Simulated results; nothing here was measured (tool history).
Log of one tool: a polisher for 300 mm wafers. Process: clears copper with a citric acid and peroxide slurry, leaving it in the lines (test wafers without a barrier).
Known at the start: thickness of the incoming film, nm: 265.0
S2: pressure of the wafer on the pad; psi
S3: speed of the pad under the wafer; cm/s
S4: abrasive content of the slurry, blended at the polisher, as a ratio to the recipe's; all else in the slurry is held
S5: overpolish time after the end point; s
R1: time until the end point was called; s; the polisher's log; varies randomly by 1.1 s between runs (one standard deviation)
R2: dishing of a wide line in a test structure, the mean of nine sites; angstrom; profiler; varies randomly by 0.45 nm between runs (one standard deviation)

{"run": 1, "hour": 0.0, "flow of slurry (ml/min)": 195, "S2": 2.5, "S3": 132, "S4": 1, "S5": 29, "R1": 97.207, "R2": 507.05}
{"run": 2, "hour": 1.7, "flow of slurry (ml/min)": 195, "S2": 2.5, "S3": 120, "S4": 1, "S5": 29, "R1": 107.68, "R2": 472.67}
{"run": 3, "hour": 8.0, "flow of slurry (ml/min)": 195, "S2": 2.4, "S3": 120, "S4": 1, "S5": 27, "R1": 109.03, "R2": 431.59}
{"run": 4, "hour": 10.6, "flow of slurry (ml/min)": 190, "S2": 2.2, "S3": 120, "S4": 1, "S5": 26, "R1": 116.78, "R2": 393.14}
{"run": 5, "hour": 17.2, "flow of slurry (ml/min)": 190, "S2": 2.2, "S3": 120, "S4": 0.9, "S5": 26, "R1": 121.35, "R2": 387.93}
{"run": 6, "hour": 20.0, "flow of slurry (ml/min)": 190, "S2": 2.1, "S3": 120, "S4": 0.9, "S5": 25, "R1": 126.65, "R2": 373.96}
{"run": 7, "hour": 27.1, "flow of slurry (ml/min)": 190, "S2": 2, "S3": 120, "S4": 0.9, "S5": 24, "R1": 127.95, "R2": 345.5}

Run 8 is up next; what results do you expect?
{"run": 8, "hour": 27.6, "flow of slurry (ml/min)": 185, "S2": 2, "S3": 120, "S4": 0.9, "S5": 23, "R1": "?", "R2": "?"}

R1: 130.51 s
R2: 331.82 angstrom
